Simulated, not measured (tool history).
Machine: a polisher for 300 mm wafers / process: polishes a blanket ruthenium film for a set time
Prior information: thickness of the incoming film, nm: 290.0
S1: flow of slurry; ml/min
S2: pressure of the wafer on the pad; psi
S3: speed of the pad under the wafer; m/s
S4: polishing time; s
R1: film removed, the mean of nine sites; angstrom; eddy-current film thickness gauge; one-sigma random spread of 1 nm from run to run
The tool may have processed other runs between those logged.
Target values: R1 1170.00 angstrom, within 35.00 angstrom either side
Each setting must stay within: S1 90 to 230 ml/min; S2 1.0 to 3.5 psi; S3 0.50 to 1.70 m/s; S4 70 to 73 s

{"run": 1, "hour": 0.0, "S1": 150, "S2": 2.2, "S3": 1.1, "S4": 70, "R1": 899.59}
{"run": 2, "hour": 5.6, "S1": 170, "S2": 2.2, "S3": 1.1, "S4": 70, "R1": 902.42}
{"run": 3, "hour": 6.5, "S1": 170, "S2": 1.8, "S3": 1.1, "S4": 70, "R1": 799.51}
{"run": 4, "hour": 12.3, "S1": 195, "S2": 1.8, "S3": 1.1, "S4": 70, "R1": 821.82}
{"run": 5, "hour": 14.7, "S1": 195, "S2": 1.8, "S3": 1.1, "S4": 73, "R1": 850.65}
{"run": 6, "hour": 22.2, "S1": 195, "S2": 2.0, "S3": 1.1, "S4": 73, "R1": 909.81}
{"run": 7, "hour": 24.3, "S1": 195, "S2": 2.2, "S3": 1.1, "S4": 73, "R1": 977.21}
{"run": 8, "hour": 26.4, "S1": 195, "S2": 2.3, "S3": 1.1, "S4": 73, "R1": 992.77}
{"run": 9, "hour": 27.6, "S1": 195, "S2": 2.4, "S3": 1.1, "S4": 73, "R1": 1025.2}
{"run": 10, "hour": 28.2, "S1": 195, "S2": 2.4, "S3": 1.1, "S4": 73, "R1": 1031.5}
{"run": 11, "hour": 34.4, "S1": 195, "S2": 2.5, "S3": 1.1, "S4": 73, "R1": 1064.1}
{"run": 12, "hour": 41.2, "S1": 195, "S2": 2.6, "S3": 1.1, "S4": 73, "R1": 1096.5}
{"run": 13, "hour": 48.4, "S1": 195, "S2": 2.7, "S3": 1.1, "S4": 73, "R1": 1100.0}

Exactly one of the 5 candidate moves below puts every result within its allowed miss. Which one?
{"run": "A", "hour": 55.6, "S1": 210, "S2": 3.4, "S3": 0.88, "S4": 70, "R1": "?"}
{"run": "B", "hour": 55.6, "S1": 190, "S2": 3.1, "S3": 1.02, "S4": 70, "R1": "?"}
{"run": "C", "hour": 55.6, "S1": 190, "S2": 2.6, "S3": 1.14, "S4": 70, "R1": "?"}
{"run": "D", "hour": 55.6, "S1": 180, "S2": 2.8, "S3": 1.12, "S4": 73, "R1": "?"}
{"run": "E", "hour": 55.6, "S1": 105, "S2": 3.5, "S3": 0.88, "S4": 73, "R1": "?"}

move=A R1=1079.50
move=B R1=1121.20
move=C R1=1078.70
move=D R1=1163.40
move=E R1=1058.30
A: moves away from the targets compared with the last run
B: nearer than the last run, and not there yet
C: moves away from the targets compared with the last run
D: each result inside its tolerance
E: moves away from the targets compared with the last run
Move D is the one to make.
